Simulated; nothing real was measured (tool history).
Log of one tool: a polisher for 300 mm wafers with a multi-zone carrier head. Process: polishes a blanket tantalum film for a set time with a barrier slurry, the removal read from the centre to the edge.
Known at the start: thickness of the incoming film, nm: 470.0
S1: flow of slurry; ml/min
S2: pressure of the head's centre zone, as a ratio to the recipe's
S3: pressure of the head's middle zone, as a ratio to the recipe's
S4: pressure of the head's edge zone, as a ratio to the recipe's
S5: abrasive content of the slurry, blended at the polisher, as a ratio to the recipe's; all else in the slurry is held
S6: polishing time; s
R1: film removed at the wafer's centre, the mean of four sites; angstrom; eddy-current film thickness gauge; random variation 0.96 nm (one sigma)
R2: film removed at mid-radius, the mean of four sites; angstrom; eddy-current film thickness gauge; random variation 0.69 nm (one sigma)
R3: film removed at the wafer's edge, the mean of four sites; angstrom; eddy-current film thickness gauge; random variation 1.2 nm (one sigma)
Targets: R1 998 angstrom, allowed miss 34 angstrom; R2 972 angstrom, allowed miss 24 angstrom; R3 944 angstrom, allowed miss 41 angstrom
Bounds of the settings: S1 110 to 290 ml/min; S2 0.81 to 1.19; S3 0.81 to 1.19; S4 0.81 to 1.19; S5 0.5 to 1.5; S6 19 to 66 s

{"run": 1, "hour": 0.0, "S1": 185, "S2": 1, "S3": 1, "S4": 1, "S5": 1, "S6": 42, "R1": 598.5, "R2": 606.07, "R3": 611.86}
{"run": 2, "hour": 5.3, "S1": 195, "S2": 1.02, "S3": 1.02, "S4": 1.02, "S5": 1.1, "S6": 43, "R1": 657.73, "R2": 640.32, "R3": 634.9}
{"run": 3, "hour": 6.3, "S1": 195, "S2": 1.02, "S3": 1.07, "S4": 1.02, "S5": 1.1, "S6": 43, "R1": 633.55, "R2": 669.18, "R3": 634.88}
{"run": 4, "hour": 13.0, "S1": 195, "S2": 1.02, "S3": 1.07, "S4": 1.02, "S5": 1.25, "S6": 43, "R1": 660.82, "R2": 686.06, "R3": 653.83}
{"run": 5, "hour": 14.8, "S1": 200, "S2": 1.03, "S3": 1.08, "S4": 1.04, "S5": 1.3, "S6": 45, "R1": 712.37, "R2": 732.61, "R3": 695.87}
{"run": 6, "hour": 20.1, "S1": 205, "S2": 1.04, "S3": 1.08, "S4": 1.06, "S5": 1.35, "S6": 47, "R1": 759.8, "R2": 763.69, "R3": 745.27}
{"run": 7, "hour": 23.3, "S1": 210, "S2": 1.05, "S3": 1.09, "S4": 1.07, "S5": 1.35, "S6": 48, "R1": 784.05, "R2": 794.88, "R3": 762.77}
{"run": 8, "hour": 29.9, "S1": 215, "S2": 1.06, "S3": 1.09, "S4": 1.08, "S5": 1.35, "S6": 49, "R1": 801.34, "R2": 826.45, "R3": 765.85}
{"run": 9, "hour": 39.0, "S1": 210, "S2": 1.06, "S3": 1.09, "S4": 1.08, "S5": 1.35, "S6": 50, "R1": 804.31, "R2": 827.9, "R3": 797.73}
{"run": 10, "hour": 41.6, "S1": 210, "S2": 1.07, "S3": 1.09, "S4": 1.08, "S5": 1.35, "S6": 51, "R1": 847.94, "R2": 852.66, "R3": 811.79}
{"run": 11, "hour": 47.3, "S1": 210, "S2": 1.08, "S3": 1.09, "S4": 1.09, "S5": 1.35, "S6": 52, "R1": 869.73, "R2": 863.38, "R3": 818.12}
{"run": 12, "hour": 53.8, "S1": 215, "S2": 1.08, "S3": 1.09, "S4": 1.09, "S5": 1.35, "S6": 53, "R1": 896.96, "R2": 882.5, "R3": 852.75}

Which of these 4 next moves meets every target?
{"run": "A", "hour": 60.3, "S1": 235, "S2": 1.05, "S3": 0.97, "S4": 1.03, "S5": 1.5, "S6": 59, "R1": "?", "R2": "?", "R3": "?"}
{"run": "B", "hour": 60.3, "S1": 215, "S2": 1.08, "S3": 1.02, "S4": 1.08, "S5": 1.25, "S6": 60, "R1": "?", "R2": "?", "R3": "?"}
{"run": "C", "hour": 60.3, "S1": 200, "S2": 1.09, "S3": 1.02, "S4": 1.09, "S5": 1.25, "S6": 60, "R1": "?", "R2": "?", "R3": "?"}
{"run": "D", "hour": 60.3, "S1": 230, "S2": 1.11, "S3": 1.07, "S4": 1.15, "S5": 1.15, "S6": 60, "R1": "?", "R2": "?", "R3": "?"}

move=A R1=981.93 R2=920.68 R3=925.79
move=B R1=982.31 R2=931.94 R3=923.99
move=C R1=982.76 R2=924.58 R3=922.91
move=D R1=1001.3 R2=958.58 R3=942.55
A: nearer than the last run, and not there yet
B: nearer than the last run, and not there yet
C: nearer than the last run, and not there yet
D: meets every target
The right move is D.

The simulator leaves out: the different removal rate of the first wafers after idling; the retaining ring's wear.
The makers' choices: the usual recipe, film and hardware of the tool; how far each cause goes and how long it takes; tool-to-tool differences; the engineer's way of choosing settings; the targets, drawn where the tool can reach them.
